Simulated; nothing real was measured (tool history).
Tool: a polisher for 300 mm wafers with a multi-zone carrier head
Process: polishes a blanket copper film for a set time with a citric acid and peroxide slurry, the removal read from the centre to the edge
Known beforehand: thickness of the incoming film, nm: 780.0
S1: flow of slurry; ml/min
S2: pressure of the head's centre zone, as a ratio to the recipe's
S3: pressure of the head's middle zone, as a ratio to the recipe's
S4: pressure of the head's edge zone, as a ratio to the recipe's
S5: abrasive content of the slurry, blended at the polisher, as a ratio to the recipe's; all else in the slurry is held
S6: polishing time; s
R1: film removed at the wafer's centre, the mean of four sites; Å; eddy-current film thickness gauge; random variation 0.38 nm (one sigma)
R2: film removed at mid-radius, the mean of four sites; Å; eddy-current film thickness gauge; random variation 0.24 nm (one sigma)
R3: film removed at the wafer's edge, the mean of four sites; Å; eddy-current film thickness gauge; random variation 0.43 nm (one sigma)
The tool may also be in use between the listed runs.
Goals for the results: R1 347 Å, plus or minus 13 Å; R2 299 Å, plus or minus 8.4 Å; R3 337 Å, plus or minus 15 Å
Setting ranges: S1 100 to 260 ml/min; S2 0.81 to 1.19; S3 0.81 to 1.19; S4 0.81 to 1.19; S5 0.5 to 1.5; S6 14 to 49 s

run 1 hour=0 | S1=165 S2=1 S3=1 S4=1 S5=1 S6=31 | R1=640.42 R2=637.04 R3=656.13
run 2 hour=6.2 | S1=160 S2=1 S3=0.98 S4=0.98 S5=0.95 S6=29 | R1=590.69 R2=581.92 R3=605.94
run 3 hour=8.3 | S1=160 S2=1 S3=0.98 S4=0.98 S5=0.95 S6=35 | R1=697.21 R2=707.05 R3=721.8
run 4 hour=14.7 | S1=160 S2=1 S3=0.98 S4=0.94 S5=0.95 S6=35 | R1=722.07 R2=697.01 R3=722.91
run 5 hour=20.9 | S1=160 S2=1 S3=1.04 S4=0.94 S5=0.95 S6=35 | R1=696.16 R2=740.4 R3=703.5
run 6 hour=29 | S1=160 S2=1 S3=1.02 S4=0.93 S5=0.9 S6=32 | R1=646.94 R2=654.77 R3=638.57
run 7 hour=30.3 | S1=155 S2=0.99 S3=1 S4=0.92 S5=0.85 S6=30 | R1=592.99 R2=588.23 R3=568.73
run 8 hour=31.1 | S1=150 S2=0.98 S3=0.98 S4=0.93 S5=0.8 S6=28 | R1=521.29 R2=533.33 R3=534.83
run 9 hour=35.6 | S1=150 S2=0.98 S3=0.96 S4=0.92 S5=0.75 S6=27 | R1=499.12 R2=511.22 R3=512.82
run 10 hour=43.1 | S1=145 S2=0.99 S3=0.94 S4=0.92 S5=0.7 S6=25 | R1=454.59 R2=451.72 R3=470.37
run 11 hour=51.1 | S1=140 S2=1 S3=0.93 S4=0.91 S5=0.65 S6=24 | R1=442.03 R2=417.36 R3=427
run 12 hour=55.9 | S1=135 S2=1 S3=0.92 S4=0.91 S5=0.65 S6=23 | R1=418.04 R2=392.3 R3=405.16
run 13 hour=56.8 | S1=130 S2=1 S3=0.91 S4=0.91 S5=0.65 S6=23 | R1=395.96 R2=388.21 R3=412.05
run 14 hour=59.3 | S1=125 S2=1.01 S3=0.9 S4=0.9 S5=0.65 S6=23 | R1=400.94 R2=380.1 R3=409.1
run 15 hour=60.5 | S1=125 S2=1.02 S3=0.89 S4=0.89 S5=0.65 S6=23 | R1=406.16 R2=379.75 R3=401.09
run 16 hour=63.1 | S1=125 S2=1.03 S3=0.88 S4=0.89 S5=0.65 S6=23 | R1=404.95 R2=372.78 R3=407.35
run 17 hour=66.4 | S1=125 S2=1.03 S3=0.87 S4=0.88 S5=0.65 S6=23 | R1=411.45 R2=378.46 R3=388.83
run 18 hour=74.5 | S1=125 S2=1.03 S3=0.86 S4=0.88 S5=0.65 S6=23 | R1=410.6 R2=365.73 R3=399.29
run 19 hour=82.1 | S1=125 S2=1.03 S3=0.85 S4=0.88 S5=0.65 S6=23 | R1=414.26 R2=364.39 R3=398.71

4 next moves are on the table. One of them brings every result within its allowed miss. Which?
run A hour=89.7 | S1=110 S2=1.04 S3=0.82 S4=0.86 S5=0.5 S6=21 | R1=? R2=? R3=?
run B hour=89.7 | S1=100 S2=0.97 S3=0.84 S4=1.13 S5=0.55 S6=21 | R1=? R2=? R3=?
run C hour=89.7 | S1=120 S2=0.99 S3=0.85 S4=0.9 S5=0.6 S6=31 | R1=? R2=? R3=?
run D hour=89.7 | S1=100 S2=1.1 S3=0.83 S4=0.93 S5=0.6 S6=19 | R1=? R2=? R3=?

move=A R1=349.83 R2=296.56 R3=329.4
move=B R1=321.29 R2=298.49 R3=374.8
move=C R1=527 R2=479.42 R3=525.66
move=D R1=336.38 R2=272.97 R3=314.77
A: meets every target
B: brings the last run's worst result on target, with another outside its allowed miss
C: its largest miss is bigger than the last run's
D: takes the biggest miss from the last run beyond its target
A meets every target.
